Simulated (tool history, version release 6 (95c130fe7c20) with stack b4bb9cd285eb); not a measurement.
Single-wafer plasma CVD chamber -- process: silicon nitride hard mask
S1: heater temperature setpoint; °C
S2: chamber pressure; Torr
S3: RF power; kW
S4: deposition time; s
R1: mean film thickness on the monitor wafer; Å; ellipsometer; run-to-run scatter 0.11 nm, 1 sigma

{"run": 1, "hour": 0.0, "S1": 380, "S2": 1.32, "S3": 0.275, "S4": 34.3, "R1": 350.21}
{"run": 2, "hour": 6.2, "S1": 380, "S2": 1.19, "S3": 0.275, "S4": 34.3, "R1": 333.59}
{"run": 3, "hour": 14.7, "S1": 380, "S2": 1.19, "S3": 0.255, "S4": 34.3, "R1": 308.44}
{"run": 4, "hour": 21.7, "S1": 380, "S2": 1.02, "S3": 0.255, "S4": 34.3, "R1": 283.37}
{"run": 5, "hour": 27.2, "S1": 380, "S2": 1.22, "S3": 0.255, "S4": 34.3, "R1": 312.13}
{"run": 6, "hour": 27.8, "S1": 380, "S2": 1.37, "S3": 0.26, "S4": 34.3, "R1": 339.25}

What will run 7 give?
{"run": 7, "hour": 32.0, "S1": 380, "S2": 1.49, "S3": 0.26, "S4": 34.3, "R1": "?"}

Run 7 came out at R1 349.66 Å.

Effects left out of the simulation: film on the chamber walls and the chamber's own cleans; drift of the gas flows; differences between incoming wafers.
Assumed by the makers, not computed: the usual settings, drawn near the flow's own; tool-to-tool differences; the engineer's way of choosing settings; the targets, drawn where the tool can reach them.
